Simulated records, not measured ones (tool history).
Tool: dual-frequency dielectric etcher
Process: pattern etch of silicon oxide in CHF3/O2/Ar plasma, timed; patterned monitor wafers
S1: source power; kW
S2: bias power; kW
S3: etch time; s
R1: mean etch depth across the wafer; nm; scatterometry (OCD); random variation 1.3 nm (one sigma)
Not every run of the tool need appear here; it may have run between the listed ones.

run,hour,S1,S2,S3,R1
1,0.0,0.570,0.156,260.5,471.29
2,0.8,0.570,0.170,260.5,483.04
3,5.5,0.500,0.170,260.5,456.88
4,11.7,0.480,0.169,260.5,446.55
5,15.9,0.550,0.169,260.5,474.88
6,24.3,0.600,0.169,260.5,493.47
7,32.2,0.550,0.166,260.0,472.79
8,39.2,0.550,0.166,260.0,473.40
9,48.1,0.520,0.164,259.5,459.53
10,52.8,0.500,0.162,259.0,445.59

Predict the results of run 11:
11,53.5,0.490,0.161,259.0,?

{"run 11": {"R1": 442.85}}
